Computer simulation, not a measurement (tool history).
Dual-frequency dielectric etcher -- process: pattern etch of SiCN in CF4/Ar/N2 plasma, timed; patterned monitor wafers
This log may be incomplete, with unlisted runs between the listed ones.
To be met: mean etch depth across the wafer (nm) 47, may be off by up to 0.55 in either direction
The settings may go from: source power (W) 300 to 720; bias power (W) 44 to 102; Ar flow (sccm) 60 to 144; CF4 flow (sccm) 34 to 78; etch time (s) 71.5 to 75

run,day,source power (W),bias power (W),Ar flow (sccm),CF4 flow (sccm),etch time (s),mean etch depth across the wafer (nm)
1,0,510,73,102,56,71.5,61.041
2,0.179,510,73,102,56,75,63.817
3,0.233,510,78,102,56,75,66.257
4,0.483,510,78,94,56,75,67.234
5,0.792,510,78,94,61,75,68.419
6,0.95,480,78,94,61,75,64.866
7,1.192,460,78,94,61,75,62.931
8,1.433,440,77,94,61,75,59.88
9,1.629,420,77,94,61,75,57.782
10,1.796,410,77,94,61,75,56.623
11,1.979,400,77,94,61,75,55.373
12,2.025,390,77,94,61,75,54.101
13,2.154,300,77,94,61,75,43.464
14,2.433,320,77,94,61,75,45.96

Exactly one of the 5 candidate moves below puts every result within its allowed miss. Which one?
A,2.712,340,79,97,65,74,?
B,2.712,330,76,98,66,74.5,?
C,2.712,320,73,76,56,75,?
D,2.712,310,90,101,45,74.5,?
E,2.712,340,74,87,65,71.5,?

move,mean etch depth across the wafer (nm)
A,48.574
B,46.718
C,45.564
D,45.077
E,46.159
A: takes the biggest miss from the last run beyond its target
B: in spec on every target
C: lands further from the targets than the last run did
D: lands further from the targets than the last run did
E: better than the last run, though not everything is in spec
Move B is the one to make.

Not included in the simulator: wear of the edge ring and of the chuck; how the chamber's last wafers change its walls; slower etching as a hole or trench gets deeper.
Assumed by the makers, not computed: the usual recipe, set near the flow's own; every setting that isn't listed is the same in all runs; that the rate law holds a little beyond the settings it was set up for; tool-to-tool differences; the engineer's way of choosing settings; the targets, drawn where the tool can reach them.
